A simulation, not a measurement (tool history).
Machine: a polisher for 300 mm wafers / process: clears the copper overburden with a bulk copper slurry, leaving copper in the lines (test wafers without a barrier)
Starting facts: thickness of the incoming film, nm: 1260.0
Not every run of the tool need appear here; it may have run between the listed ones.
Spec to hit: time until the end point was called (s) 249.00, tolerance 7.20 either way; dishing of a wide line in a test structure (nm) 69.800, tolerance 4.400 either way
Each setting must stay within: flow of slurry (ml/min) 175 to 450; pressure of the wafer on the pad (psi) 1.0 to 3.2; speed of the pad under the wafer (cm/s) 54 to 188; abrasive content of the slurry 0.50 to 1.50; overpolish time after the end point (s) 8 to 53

run,hour,flow of slurry (ml/min),pressure of the wafer on the pad (psi),speed of the pad under the wafer (cm/s),abrasive content of the slurry,overpolish time after the end point (s),time until the end point was called (s),dishing of a wide line in a test structure (nm)
1,0.0,290,2.1,120,1.00,27,134.06,108.890
2,7.4,290,2.1,120,1.00,31,135.08,117.090
3,9.1,290,2.0,118,1.00,30,142.99,115.440
4,16.6,290,1.9,116,1.00,28,149.17,105.340
5,20.4,290,1.9,116,1.15,28,145.16,106.120
6,24.8,290,1.9,92,1.15,28,175.76,98.131
7,30.9,290,1.9,92,1.15,28,174.68,95.135
8,38.9,290,1.8,92,1.15,27,180.36,93.199

4 candidate next runs follow, results not yet known. Just one meets every target within its allowed miss. Identify it.
A,46.9,265,1.6,66,1.00,26,?,?
B,46.9,265,1.4,98,1.20,21,?,?
C,46.9,250,1.4,82,1.05,24,?,?
D,46.9,235,1.3,102,0.80,32,?,?

move,time until the end point was called (s),dishing of a wide line in a test structure (nm)
A,277.71,70.510
B,206.17,73.599
C,250.74,70.621
D,234.63,87.042
A: pushes the last run's worst result past its target
B: better than the last run, though not everything is in spec
C: all results in spec
D: better than the last run, though not everything is in spec
C meets every target.
